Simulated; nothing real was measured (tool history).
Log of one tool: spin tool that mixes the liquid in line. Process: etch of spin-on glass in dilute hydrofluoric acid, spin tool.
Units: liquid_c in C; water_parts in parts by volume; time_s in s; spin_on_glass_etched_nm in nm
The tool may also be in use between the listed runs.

run 1 hour=0 | liquid_c=22 water_parts=150 time_s=50 | spin_on_glass_etched_nm=18.788
run 2 hour=5.5 | liquid_c=19.5 water_parts=150 time_s=50 | spin_on_glass_etched_nm=16.952
run 3 hour=11.2 | liquid_c=19.5 water_parts=150 time_s=50 | spin_on_glass_etched_nm=17.01
run 4 hour=19.7 | liquid_c=19.5 water_parts=100 time_s=50 | spin_on_glass_etched_nm=26.841
run 5 hour=21.3 | liquid_c=20 water_parts=100 time_s=50 | spin_on_glass_etched_nm=27.42
run 6 hour=24.5 | liquid_c=20.5 water_parts=100 time_s=50 | spin_on_glass_etched_nm=27.992
run 7 hour=32.9 | liquid_c=21 water_parts=100 time_s=50 | spin_on_glass_etched_nm=28.564

The next listed run, before its measurement:
run 8 hour=36.8 | liquid_c=21.5 water_parts=100 time_s=50 | spin_on_glass_etched_nm=?

Run 8 gave spin_on_glass_etched_nm 28.714 nm.
